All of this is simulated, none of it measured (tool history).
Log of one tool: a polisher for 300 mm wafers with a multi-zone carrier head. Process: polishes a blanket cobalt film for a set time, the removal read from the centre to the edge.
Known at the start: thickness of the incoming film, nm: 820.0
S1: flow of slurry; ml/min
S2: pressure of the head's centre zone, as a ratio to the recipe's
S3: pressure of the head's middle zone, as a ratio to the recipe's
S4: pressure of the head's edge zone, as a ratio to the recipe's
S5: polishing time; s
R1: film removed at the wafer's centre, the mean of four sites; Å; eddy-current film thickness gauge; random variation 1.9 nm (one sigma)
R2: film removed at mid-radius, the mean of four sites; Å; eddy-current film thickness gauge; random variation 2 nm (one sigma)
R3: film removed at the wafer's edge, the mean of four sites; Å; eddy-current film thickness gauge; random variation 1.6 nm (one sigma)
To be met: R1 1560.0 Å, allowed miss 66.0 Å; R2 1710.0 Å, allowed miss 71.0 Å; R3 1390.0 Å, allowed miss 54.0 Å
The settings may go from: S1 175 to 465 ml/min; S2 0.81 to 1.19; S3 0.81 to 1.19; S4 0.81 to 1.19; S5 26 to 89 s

run	hour	S1	S2	S3	S4	S5	R1	R2	R3
1	0.0	295	1.00	1.00	1.00	57	2546.9	2661.0	2671.1
2	7.0	290	1.01	1.02	0.96	51	2321.5	2464.7	2278.8
3	10.3	290	1.09	1.02	0.96	51	2505.9	2466.8	2321.7
4	18.3	290	1.09	1.02	0.96	63	3139.3	2949.7	2900.4
5	23.2	290	1.02	1.02	0.96	63	2874.0	2978.2	2850.8
6	24.6	285	1.02	1.01	0.93	56	2546.0	2591.9	2576.7
7	26.0	270	1.03	1.03	0.93	50	2299.0	2335.8	2210.9
8	33.7	260	1.02	1.05	0.92	46	2110.5	2170.0	2096.2
9	37.4	280	1.02	1.07	0.90	42	1930.1	2077.5	1818.2
10	39.2	280	1.02	1.08	0.89	40	1833.5	1976.8	1793.6
11	46.1	280	1.02	1.08	0.89	40	1829.9	1945.2	1761.0
12	53.0	290	1.03	1.10	0.88	38	1799.1	1928.2	1653.8
13	57.9	295	1.03	1.10	0.87	37	1725.5	1848.1	1604.8
14	60.6	305	1.03	1.11	0.86	36	1661.2	1808.6	1555.2
15	61.6	305	1.03	1.11	0.86	36	1697.0	1785.3	1565.7
16	63.6	305	1.03	1.13	0.85	35	1617.6	1834.0	1494.1
17	66.4	290	1.05	1.10	0.81	32	1548.3	1591.4	1351.2
18	67.5	290	1.05	1.11	0.81	32	1521.9	1625.1	1347.0
19	70.4	290	1.05	1.12	0.82	32	1546.0	1610.8	1356.6
20	78.8	295	1.05	1.13	0.82	32	1551.8	1622.8	1355.9

Which of these 4 next moves meets every target?
A	87.2	305	0.90	1.19	0.84	35	?	?	?
B	87.2	190	1.06	1.01	0.88	33	?	?	?
C	87.2	245	0.92	1.03	0.95	34	?	?	?
D	87.2	335	1.07	1.19	0.86	32	?	?	?

move	R1	R2	R3
A	1444.1	1876.4	1523.5
B	1521.3	1489.1	1428.4
C	1404.5	1592.5	1546.3
D	1564.7	1725.4	1414.1
A: takes the result that was furthest off past its target
B: further off than the last run
C: further off than the last run
D: meets every target
Answer: D
